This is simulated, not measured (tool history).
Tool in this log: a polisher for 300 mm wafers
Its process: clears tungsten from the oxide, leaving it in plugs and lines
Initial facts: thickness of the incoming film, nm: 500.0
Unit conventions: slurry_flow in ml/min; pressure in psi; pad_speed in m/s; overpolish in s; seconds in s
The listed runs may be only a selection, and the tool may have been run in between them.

run	hour	slurry_flow	pressure	pad_speed	slurry_solids	overpolish	seconds
1	0.0	135	3.7	0.96	1.00	15	97.874
2	1.0	135	4.4	0.96	1.00	15	86.319
3	5.3	150	4.4	0.96	1.00	15	82.645
4	10.2	150	4.5	0.96	1.00	15	81.983
5	16.5	150	4.6	0.96	1.00	15	82.612
6	20.3	150	4.6	0.96	0.85	15	87.318
7	21.8	150	4.7	0.96	0.85	15	81.349
8	28.5	150	4.8	0.96	0.85	15	82.635
9	34.3	150	4.9	0.96	0.85	15	78.354
10	40.6	150	5.0	0.96	0.85	15	81.069

Estimate the outcome of run 11 from the log above:
11	46.2	150	5.1	0.96	0.85	15	?

Run 11 gave seconds 81.981 s.
